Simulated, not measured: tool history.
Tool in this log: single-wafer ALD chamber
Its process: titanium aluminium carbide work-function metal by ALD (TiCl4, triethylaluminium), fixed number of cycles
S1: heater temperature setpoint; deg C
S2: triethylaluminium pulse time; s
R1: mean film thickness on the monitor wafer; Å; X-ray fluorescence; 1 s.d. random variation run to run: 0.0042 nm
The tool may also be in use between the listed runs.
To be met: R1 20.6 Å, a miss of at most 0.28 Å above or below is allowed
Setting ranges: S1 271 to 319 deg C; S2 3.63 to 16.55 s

{"run": 1, "hour": 0.0, "S1": 295, "S2": 10.09, "R1": 18.962}
{"run": 2, "hour": 0.7, "S1": 289, "S2": 10.09, "R1": 18.499}
{"run": 3, "hour": 2.9, "S1": 293, "S2": 10.35, "R1": 18.991}
{"run": 4, "hour": 8.2, "S1": 293, "S2": 12.91, "R1": 19.341}
{"run": 5, "hour": 14.6, "S1": 295, "S2": 13.07, "R1": 19.539}
{"run": 6, "hour": 19.9, "S1": 297, "S2": 13.21, "R1": 19.721}
{"run": 7, "hour": 27.7, "S1": 299, "S2": 13.33, "R1": 19.859}
{"run": 8, "hour": 30.0, "S1": 300, "S2": 13.45, "R1": 20.051}
{"run": 9, "hour": 34.7, "S1": 301, "S2": 13.52, "R1": 20.056}
{"run": 10, "hour": 38.7, "S1": 302, "S2": 13.61, "R1": 20.236}

Next run, 4 choices. One meets every target within its allowed miss, the rest don't. Which?
{"run": "A", "hour": 42.7, "S1": 304, "S2": 10.32, "R1": "?"}
{"run": "B", "hour": 42.7, "S1": 299, "S2": 12.1, "R1": "?"}
{"run": "C", "hour": 42.7, "S1": 299, "S2": 16.55, "R1": "?"}
{"run": "D", "hour": 42.7, "S1": 304, "S2": 15.65, "R1": "?"}

move=A R1=20.018
move=B R1=19.864
move=C R1=20.061
move=D R1=20.546
A: the biggest miss grows against the last run
B: the biggest miss grows against the last run
C: the biggest miss grows against the last run
D: every result lands within tolerance
So the answer is move D, the one that meets all the targets.

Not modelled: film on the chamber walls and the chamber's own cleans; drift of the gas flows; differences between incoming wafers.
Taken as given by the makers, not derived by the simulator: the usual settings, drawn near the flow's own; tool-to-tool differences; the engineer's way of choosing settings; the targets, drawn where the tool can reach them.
